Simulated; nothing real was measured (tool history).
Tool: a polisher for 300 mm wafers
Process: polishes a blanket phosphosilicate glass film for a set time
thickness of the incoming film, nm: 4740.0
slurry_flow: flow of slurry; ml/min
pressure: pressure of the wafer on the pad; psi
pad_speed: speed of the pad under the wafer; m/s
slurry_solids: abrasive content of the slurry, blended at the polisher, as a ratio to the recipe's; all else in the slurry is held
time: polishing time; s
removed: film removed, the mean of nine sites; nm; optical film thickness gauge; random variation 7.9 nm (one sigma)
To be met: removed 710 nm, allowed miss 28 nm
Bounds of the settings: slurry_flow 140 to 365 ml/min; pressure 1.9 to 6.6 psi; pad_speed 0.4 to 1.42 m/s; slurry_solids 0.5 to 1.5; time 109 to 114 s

run 1 hour=0 | slurry_flow=235 pressure=4.2 pad_speed=0.9 slurry_solids=1 time=109 | removed=1125.5
run 2 hour=0.9 | slurry_flow=235 pressure=4.2 pad_speed=0.9 slurry_solids=1.15 time=109 | removed=1210.5
run 3 hour=6.2 | slurry_flow=235 pressure=3.8 pad_speed=0.9 slurry_solids=1.15 time=109 | removed=1107.5
run 4 hour=7.5 | slurry_flow=235 pressure=3.5 pad_speed=0.9 slurry_solids=1.15 time=109 | removed=1048.3
run 5 hour=13.1 | slurry_flow=235 pressure=3.2 pad_speed=0.88 slurry_solids=1.15 time=109 | removed=944.8
run 6 hour=15 | slurry_flow=235 pressure=3.2 pad_speed=1 slurry_solids=1.15 time=109 | removed=1079.8
run 7 hour=18.8 | slurry_flow=235 pressure=3 pad_speed=0.98 slurry_solids=1.15 time=109 | removed=984.97
run 8 hour=26.6 | slurry_flow=235 pressure=2.8 pad_speed=0.96 slurry_solids=1.15 time=109 | removed=946.79
run 9 hour=31.2 | slurry_flow=235 pressure=2.6 pad_speed=0.94 slurry_solids=1.15 time=109 | removed=877.74
run 10 hour=36.3 | slurry_flow=235 pressure=2.6 pad_speed=0.94 slurry_solids=1.15 time=109 | removed=874.9
run 11 hour=40.4 | slurry_flow=235 pressure=2.6 pad_speed=0.94 slurry_solids=1.15 time=109 | removed=877.91
run 12 hour=42.5 | slurry_flow=235 pressure=2.5 pad_speed=0.94 slurry_solids=1.15 time=109 | removed=835.14
run 13 hour=49.1 | slurry_flow=235 pressure=2.4 pad_speed=0.94 slurry_solids=1.15 time=109 | removed=826.74
run 14 hour=54.4 | slurry_flow=235 pressure=2.3 pad_speed=0.94 slurry_solids=1.15 time=109 | removed=807.06
run 15 hour=58.5 | slurry_flow=235 pressure=2.3 pad_speed=0.94 slurry_solids=1.15 time=109 | removed=807.79
run 16 hour=64.4 | slurry_flow=235 pressure=2.2 pad_speed=0.94 slurry_solids=1.15 time=109 | removed=785.28

Which of these 5 next moves meets every target?
run A hour=70.3 | slurry_flow=235 pressure=2.3 pad_speed=0.74 slurry_solids=1.15 time=109 | removed=?
run B hour=70.3 | slurry_flow=240 pressure=1.9 pad_speed=0.88 slurry_solids=1.05 time=109 | removed=?
run C hour=70.3 | slurry_flow=235 pressure=2 pad_speed=0.86 slurry_solids=1.2 time=110 | removed=?
run D hour=70.3 | slurry_flow=260 pressure=2.3 pad_speed=0.86 slurry_solids=1.2 time=109 | removed=?
run E hour=70.3 | slurry_flow=245 pressure=2.3 pad_speed=1.06 slurry_solids=1.1 time=112 | removed=?

move=A removed=662.11
move=B removed=647.57
move=C removed=704.35
move=D removed=768.42
move=E removed=891.09
A: takes the result that was furthest off past its target
B: takes the result that was furthest off past its target
C: meets every target
D: nearer than the last run, and not there yet
E: further off than the last run
The right move is C.
